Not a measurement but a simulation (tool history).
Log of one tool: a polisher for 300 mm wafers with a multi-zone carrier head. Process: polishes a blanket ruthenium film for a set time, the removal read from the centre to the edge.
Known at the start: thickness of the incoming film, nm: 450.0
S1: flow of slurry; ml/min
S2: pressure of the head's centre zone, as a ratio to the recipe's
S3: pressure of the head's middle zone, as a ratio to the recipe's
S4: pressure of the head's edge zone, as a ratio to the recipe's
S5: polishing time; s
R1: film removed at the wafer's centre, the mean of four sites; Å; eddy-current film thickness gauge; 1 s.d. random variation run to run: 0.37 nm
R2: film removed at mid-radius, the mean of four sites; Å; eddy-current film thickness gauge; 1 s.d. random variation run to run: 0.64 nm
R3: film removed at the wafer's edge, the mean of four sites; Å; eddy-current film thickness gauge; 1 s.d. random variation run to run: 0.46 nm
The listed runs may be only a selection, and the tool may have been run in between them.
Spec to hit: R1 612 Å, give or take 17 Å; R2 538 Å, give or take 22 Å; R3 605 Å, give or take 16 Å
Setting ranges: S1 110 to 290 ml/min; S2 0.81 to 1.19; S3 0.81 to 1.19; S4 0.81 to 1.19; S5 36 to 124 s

run  hour   S1    S2    S3    S4  S5      R1      R2      R3
  1     0  185     1     1     1  79  813.62  796.95  829.95
  2   8.3  185  0.93     1     1  79  756.87  823.48   830.7
  3    11  185  0.93     1  1.08  79  745.38   819.6  859.31
  4  14.4  210  0.93     1  1.08  79  777.66   832.1  867.41
  5  16.1  210  0.93     1  1.08  88  858.53  944.89  976.36
  6  16.8  210  0.93     1  1.13  88  865.41  917.83  988.05
  7  24.9  205  0.96  0.96  1.08  77  763.91  782.64  843.73
  8  25.6  195  0.99  0.93  1.04  70  723.78  688.24  743.71
  9  33.3  180  0.99  0.89  1.01  67  678.79  627.02  697.68
 10  34.2  170  0.99  0.87  0.97  66  667.63  593.85  672.24
 11  40.4  160  0.98  0.86  0.93  65  639.39  565.78  652.86
 12    42  155  0.98  0.87   0.9  64  625.95  571.93  616.92
 13  48.1  150  0.98  0.86   0.9  64  610.15   556.6  621.54

Next run, 4 choices. One meets every target within its allowed miss, the rest don't. Which?
  A  54.2  160  0.95  0.81  0.93  66   ?   ?   ?
  B  54.2  115  0.95  0.81  0.97  68   ?   ?   ?
  C  54.2  125  1.01  0.85  0.89  65   ?   ?   ?
  D  54.2  160  0.94  0.81   0.9  66   ?   ?   ?

move      R1      R2      R3
   A  621.38  548.14  661.15
   B  583.04  520.07  655.72
   C  609.51  529.26  611.94
   D  614.79  548.19  651.22
A: lands further from the targets than the last run did
B: lands further from the targets than the last run did
C: hits every target within its allowed miss
D: lands further from the targets than the last run did
Correct choice: C, which meets every target

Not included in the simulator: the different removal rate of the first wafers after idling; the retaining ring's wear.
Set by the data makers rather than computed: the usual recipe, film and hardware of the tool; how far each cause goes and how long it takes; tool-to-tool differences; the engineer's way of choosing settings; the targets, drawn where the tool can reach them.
